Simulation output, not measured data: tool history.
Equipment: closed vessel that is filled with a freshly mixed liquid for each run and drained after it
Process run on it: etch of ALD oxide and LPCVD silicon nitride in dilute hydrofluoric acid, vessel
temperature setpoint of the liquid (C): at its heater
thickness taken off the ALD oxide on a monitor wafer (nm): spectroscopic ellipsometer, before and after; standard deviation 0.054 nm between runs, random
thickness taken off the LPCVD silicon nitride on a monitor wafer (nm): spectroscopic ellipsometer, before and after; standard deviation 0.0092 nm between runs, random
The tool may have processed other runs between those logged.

run  hour  temperature setpoint of the liquid (C)  parts of water to one part of 49 % hydrofluoric acid (parts by volume)  time in the liquid (s)  thickness taken off the ALD oxide on a monitor wafer (nm)  thickness taken off the LPCVD silicon nitride on a monitor wafer (nm)
  1     0                                      21                                                                      75                      85                                                     32.618                                                                0.41746
  2   2.8                                      21                                                                      75                     115                                                     44.303                                                                0.65429
  3   4.5                                    20.5                                                                      85                     105                                                     34.386                                                                0.40496
  4   9.9                                    21.5                                                                      95                      95                                                     28.692                                                                0.42723
  5    12                                    24.5                                                                      95                      95                                                     32.543                                                                0.48457
  6  18.2                                    27.5                                                                      95                      95                                                      36.28                                                                0.57527
  7    26                                      26                                                                     100                      90                                                      30.51                                                                0.44593

Predict the results of run 8:
  8  32.6                                      25                                                                     105                      85                                                          ?                                                                      ?

thickness taken off the ALD oxide on a monitor wafer (nm): 26.32
thickness taken off the LPCVD silicon nitride on a monitor wafer (nm): 0.41598
